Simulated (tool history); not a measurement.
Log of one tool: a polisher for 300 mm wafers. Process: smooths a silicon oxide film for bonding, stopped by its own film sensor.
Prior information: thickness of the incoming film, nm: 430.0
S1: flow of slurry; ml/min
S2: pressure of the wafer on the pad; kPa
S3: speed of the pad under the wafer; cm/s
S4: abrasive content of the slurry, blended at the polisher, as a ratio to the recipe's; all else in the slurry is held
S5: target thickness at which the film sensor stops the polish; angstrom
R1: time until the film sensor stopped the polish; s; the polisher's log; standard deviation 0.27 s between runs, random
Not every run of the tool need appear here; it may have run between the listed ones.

run 1 day=0 | S1=240 S2=17.2 S3=80 S4=1 S5=4000 | R1=37.624
run 2 day=0.279 | S1=240 S2=17.2 S3=98 S4=1 S5=4000 | R1=32.725
run 3 day=0.45 | S1=240 S2=17.2 S3=116 S4=1 S5=4000 | R1=28.249
run 4 day=0.779 | S1=240 S2=17.2 S3=100 S4=1 S5=4000 | R1=31.913
run 5 day=0.967 | S1=240 S2=17.9 S3=100 S4=1 S5=4000 | R1=31.24
run 6 day=1.271 | S1=265 S2=17.9 S3=100 S4=1 S5=4000 | R1=30.627

Run 7 is up next; what results do you expect?
run 7 day=1.308 | S1=265 S2=18.6 S3=100 S4=1 S5=4000 | R1=?

R1: 29.198 s

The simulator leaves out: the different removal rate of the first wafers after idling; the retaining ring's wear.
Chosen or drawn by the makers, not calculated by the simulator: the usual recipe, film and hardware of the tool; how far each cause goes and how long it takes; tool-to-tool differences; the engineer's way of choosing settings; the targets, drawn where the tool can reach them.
